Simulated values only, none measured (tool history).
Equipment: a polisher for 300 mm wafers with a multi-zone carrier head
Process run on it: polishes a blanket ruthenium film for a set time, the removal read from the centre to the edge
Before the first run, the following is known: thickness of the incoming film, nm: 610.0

| run | hour | flow of slurry (ml/min) | pressure of the head's centre zone | pressure of the head's middle zone | pressure of the head's edge zone | polishing time (s) | film removed at the wafer's centre (angstrom) | film removed at mid-radius (angstrom) | film removed at the wafer's edge (angstrom) |
|---|---|---|---|---|---|---|---|---|---|
| 1 | 0 | 250 | 1 | 1 | 1 | 46 | 321.8 | 328.05 | 318.49 |
| 2 | 3.9 | 300 | 1 | 1 | 1 | 46 | 328.62 | 331.51 | 322.71 |
| 3 | 10 | 300 | 1 | 1.01 | 0.98 | 46 | 333.17 | 338.38 | 316.01 |
| 4 | 12.2 | 300 | 1 | 1.01 | 0.98 | 37 | 261.64 | 262.25 | 259.46 |
| 5 | 17.8 | 300 | 1 | 1.01 | 0.98 | 42 | 300.24 | 313.42 | 292.65 |
| 6 | 21.3 | 345 | 1 | 1.01 | 0.98 | 42 | 306.01 | 314.21 | 297.88 |
| 7 | 29.4 | 345 | 1.01 | 1.02 | 0.97 | 42 | 309.52 | 315.61 | 295.54 |
| 8 | 35.8 | 345 | 1.02 | 1.03 | 0.96 | 42 | 309.55 | 312.58 | 296.51 |
| 9 | 40.8 | 345 | 1.03 | 1.05 | 0.94 | 42 | 313.92 | 317.72 | 290.14 |
| 10 | 46.5 | 345 | 1.03 | 1.06 | 0.93 | 42 | 308.84 | 320.92 | 295.56 |

Predict the results of run 11:
| 11 | 48.8 | 345 | 1.03 | 1.06 | 0.93 | 42 | ? | ? | ? |

{"run 11": {"film removed at the wafer's centre (angstrom)": 316.33, "film removed at mid-radius (angstrom)": 323.3, "film removed at the wafer's edge (angstrom)": 291.6}}
